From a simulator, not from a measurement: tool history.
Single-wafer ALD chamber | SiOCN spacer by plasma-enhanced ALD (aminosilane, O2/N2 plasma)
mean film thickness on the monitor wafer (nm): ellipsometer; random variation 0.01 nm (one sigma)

run,hour,heater temperature setpoint (deg C),number of ALD cycles (cycles),mean film thickness on the monitor wafer (nm)
1,0,380,60,3.4091
2,1,380,56,3.1729
3,5.4,380,60,3.4111
4,11.4,380,53,2.9976
5,12.7,372,53,2.9899
6,16.5,382,53,2.9947
7,19.5,382,63,3.5703

The next listed run, before its measurement:
8,28.4,382,65,?

{"run 8": {"mean film thickness on the monitor wafer (nm)": 3.6898}}
